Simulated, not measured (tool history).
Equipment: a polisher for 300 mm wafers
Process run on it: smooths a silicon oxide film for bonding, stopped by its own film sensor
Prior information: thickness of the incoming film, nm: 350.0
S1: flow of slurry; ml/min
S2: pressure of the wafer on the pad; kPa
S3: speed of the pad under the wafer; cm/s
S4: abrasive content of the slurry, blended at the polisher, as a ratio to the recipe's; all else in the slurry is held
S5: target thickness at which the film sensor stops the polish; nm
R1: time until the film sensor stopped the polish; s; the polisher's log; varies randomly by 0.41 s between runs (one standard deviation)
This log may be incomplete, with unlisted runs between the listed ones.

run	day	S1	S2	S3	S4	S5	R1
1	0	310	15.9	74	1	315	63.891
2	0.033	310	13.8	74	1	315	73.996
3	0.292	310	16.5	74	1	315	60.704
4	0.321	310	16.5	66	1	315	68.27
5	0.592	310	18.6	66	1	315	60.451
6	0.917	310	18.6	54	1	315	70.237

What does the tool deliver on the next run?
7	1.133	310	20.7	58	1	315	?

R1: 59.38 s
